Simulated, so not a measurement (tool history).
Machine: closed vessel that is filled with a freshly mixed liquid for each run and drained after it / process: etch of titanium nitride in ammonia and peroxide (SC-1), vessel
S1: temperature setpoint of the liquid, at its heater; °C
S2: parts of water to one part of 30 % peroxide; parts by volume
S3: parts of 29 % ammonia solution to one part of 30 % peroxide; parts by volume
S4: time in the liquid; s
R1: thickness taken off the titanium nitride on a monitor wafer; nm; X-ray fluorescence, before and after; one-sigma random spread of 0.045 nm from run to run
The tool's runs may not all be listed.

{"run": 1, "hour": 0.0, "S1": 62.0, "S2": 11.5, "S3": 0.9, "S4": 35, "R1": 4.7722}
{"run": 2, "hour": 6.6, "S1": 64.5, "S2": 11.0, "S3": 0.9, "S4": 35, "R1": 5.6759}
{"run": 3, "hour": 10.0, "S1": 64.5, "S2": 8.5, "S3": 0.9, "S4": 35, "R1": 6.3976}
{"run": 4, "hour": 13.9, "S1": 66.0, "S2": 8.5, "S3": 0.9, "S4": 35, "R1": 7.0928}
{"run": 5, "hour": 16.8, "S1": 62.0, "S2": 8.5, "S3": 0.9, "S4": 35, "R1": 5.5337}
{"run": 6, "hour": 24.7, "S1": 62.0, "S2": 8.5, "S3": 0.9, "S4": 35, "R1": 5.4886}
{"run": 7, "hour": 30.3, "S1": 64.5, "S2": 8.5, "S3": 0.9, "S4": 35, "R1": 6.3727}
{"run": 8, "hour": 34.1, "S1": 66.0, "S2": 8.5, "S3": 0.9, "S4": 35, "R1": 7.088}
{"run": 9, "hour": 34.6, "S1": 67.0, "S2": 8.5, "S3": 0.9, "S4": 35, "R1": 7.5089}

Predict the results of run 10:
{"run": 10, "hour": 43.5, "S1": 67.5, "S2": 8.5, "S3": 0.9, "S4": 35, "R1": "?"}

Run 10 measured R1 7.7995 nm.
